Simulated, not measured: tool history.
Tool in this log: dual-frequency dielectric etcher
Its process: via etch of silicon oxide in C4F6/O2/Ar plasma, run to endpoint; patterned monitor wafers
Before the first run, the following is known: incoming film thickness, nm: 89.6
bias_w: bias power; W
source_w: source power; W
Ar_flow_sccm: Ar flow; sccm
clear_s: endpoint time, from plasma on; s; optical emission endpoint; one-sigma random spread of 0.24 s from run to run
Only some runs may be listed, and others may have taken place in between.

run 1 hour=0 | bias_w=600 source_w=260 Ar_flow_sccm=334 | clear_s=21.771
run 2 hour=1.2 | bias_w=600 source_w=260 Ar_flow_sccm=364 | clear_s=22.422
run 3 hour=9.5 | bias_w=600 source_w=260 Ar_flow_sccm=314 | clear_s=21.627
run 4 hour=15.5 | bias_w=528 source_w=230 Ar_flow_sccm=336 | clear_s=24.213
run 5 hour=17.8 | bias_w=528 source_w=260 Ar_flow_sccm=336 | clear_s=22.668
run 6 hour=24 | bias_w=528 source_w=260 Ar_flow_sccm=373 | clear_s=23.366

What will run 7 give?
run 7 hour=31.5 | bias_w=487 source_w=240 Ar_flow_sccm=385 | clear_s=?

{"run 7": {"clear_s": 24.948}}
